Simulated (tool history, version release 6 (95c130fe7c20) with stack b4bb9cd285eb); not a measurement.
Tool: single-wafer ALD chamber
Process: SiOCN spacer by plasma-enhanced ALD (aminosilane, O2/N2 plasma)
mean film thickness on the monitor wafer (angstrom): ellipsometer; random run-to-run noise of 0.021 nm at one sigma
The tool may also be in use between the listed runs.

run	hour	heater temperature setpoint (K)	number of ALD cycles (cycles)	mean film thickness on the monitor wafer (angstrom)
1	0	653.15	93	56.226
2	5.5	664.15	93	56.462
3	13.1	674.15	93	55.439
4	14.1	664.15	93	56.137
5	22	656.15	93	56.586
6	27.1	656.15	86	52.103

Run 7 has not been measured yet. What should we expect?
7	29	656.15	88	?

mean film thickness on the monitor wafer (angstrom): 53.467

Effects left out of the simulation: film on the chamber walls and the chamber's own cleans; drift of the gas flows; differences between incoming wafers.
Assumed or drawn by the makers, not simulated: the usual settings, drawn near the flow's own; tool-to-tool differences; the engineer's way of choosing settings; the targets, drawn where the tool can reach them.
